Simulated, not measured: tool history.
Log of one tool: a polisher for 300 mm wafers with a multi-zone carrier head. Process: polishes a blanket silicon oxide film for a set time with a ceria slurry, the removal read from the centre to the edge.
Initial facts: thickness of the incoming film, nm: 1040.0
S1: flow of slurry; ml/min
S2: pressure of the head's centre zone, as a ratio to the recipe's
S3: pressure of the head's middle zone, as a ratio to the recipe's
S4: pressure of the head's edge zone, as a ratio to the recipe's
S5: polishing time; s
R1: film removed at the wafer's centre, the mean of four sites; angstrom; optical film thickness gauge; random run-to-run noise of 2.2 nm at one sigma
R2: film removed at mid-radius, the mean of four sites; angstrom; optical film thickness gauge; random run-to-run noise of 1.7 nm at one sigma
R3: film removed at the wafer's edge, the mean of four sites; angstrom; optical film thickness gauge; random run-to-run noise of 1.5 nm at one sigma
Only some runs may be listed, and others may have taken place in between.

{"run": 1, "hour": 0.0, "S1": 135, "S2": 1.0, "S3": 1.0, "S4": 1.0, "S5": 56, "R1": 2239.4, "R2": 2204.7, "R3": 2289.0}
{"run": 2, "hour": 6.9, "S1": 145, "S2": 1.0, "S3": 1.0, "S4": 1.0, "S5": 56, "R1": 2239.2, "R2": 2216.8, "R3": 2304.6}
{"run": 3, "hour": 13.7, "S1": 145, "S2": 1.0, "S3": 0.96, "S4": 1.0, "S5": 56, "R1": 2273.9, "R2": 2178.2, "R3": 2278.3}
{"run": 4, "hour": 15.5, "S1": 145, "S2": 1.03, "S3": 0.96, "S4": 1.0, "S5": 56, "R1": 2289.4, "R2": 2193.1, "R3": 2271.8}
{"run": 5, "hour": 21.7, "S1": 140, "S2": 1.0, "S3": 0.97, "S4": 1.01, "S5": 54, "R1": 2131.7, "R2": 2083.9, "R3": 2198.8}
{"run": 6, "hour": 26.8, "S1": 135, "S2": 0.98, "S3": 0.97, "S4": 1.01, "S5": 53, "R1": 2023.0, "R2": 2038.6, "R3": 2131.8}

Run 7, settings as shown, results not yet in. Your forecast:
{"run": 7, "hour": 35.5, "S1": 100, "S2": 0.88, "S3": 0.87, "S4": 1.02, "S5": 50, "R1": "?", "R2": "?", "R3": "?"}

R1: 1616.6 angstrom
R2: 1604.8 angstrom
R3: 1914.3 angstrom
